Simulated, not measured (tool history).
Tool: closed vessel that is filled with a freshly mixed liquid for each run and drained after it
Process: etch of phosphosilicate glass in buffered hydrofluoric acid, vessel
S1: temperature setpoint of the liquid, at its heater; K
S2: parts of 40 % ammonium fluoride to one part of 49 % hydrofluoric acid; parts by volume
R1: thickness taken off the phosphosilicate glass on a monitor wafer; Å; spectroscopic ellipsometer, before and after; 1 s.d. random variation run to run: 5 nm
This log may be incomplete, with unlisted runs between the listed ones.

{"run": 1, "hour": 0.0, "S1": 296.15, "S2": 16, "time in the liquid (s)": 90, "R1": 5055.6}
{"run": 2, "hour": 4.2, "S1": 297.65, "S2": 16, "time in the liquid (s)": 90, "R1": 5559.3}
{"run": 3, "hour": 12.5, "S1": 294.15, "S2": 16, "time in the liquid (s)": 90, "R1": 4550.9}
{"run": 4, "hour": 21.5, "S1": 292.65, "S2": 16, "time in the liquid (s)": 90, "R1": 4210.3}
{"run": 5, "hour": 29.9, "S1": 294.65, "S2": 16, "time in the liquid (s)": 90, "R1": 4684.8}
{"run": 6, "hour": 31.9, "S1": 294.65, "S2": 18, "time in the liquid (s)": 90, "R1": 4204.1}
{"run": 7, "hour": 37.8, "S1": 296.65, "S2": 18, "time in the liquid (s)": 90, "R1": 4691.4}
{"run": 8, "hour": 44.7, "S1": 298.15, "S2": 18, "time in the liquid (s)": 90, "R1": 5130.8}
{"run": 9, "hour": 45.8, "S1": 299.15, "S2": 18, "time in the liquid (s)": 90, "R1": 5391.1}
{"run": 10, "hour": 53.5, "S1": 300.15, "S2": 18, "time in the liquid (s)": 90, "R1": 5622.8}
{"run": 11, "hour": 55.9, "S1": 301.15, "S2": 18, "time in the liquid (s)": 90, "R1": 5972.9}
{"run": 12, "hour": 59.8, "S1": 301.65, "S2": 18, "time in the liquid (s)": 90, "R1": 6164.2}
{"run": 13, "hour": 62.0, "S1": 302.15, "S2": 18, "time in the liquid (s)": 90, "R1": 6374.2}
{"run": 14, "hour": 68.7, "S1": 302.65, "S2": 18, "time in the liquid (s)": 90, "R1": 6526.2}

Predict the results of run 15:
{"run": 15, "hour": 77.5, "S1": 302.65, "S2": 18, "time in the liquid (s)": 90, "R1": "?"}

{"run 15": {"R1": 6522.8}}
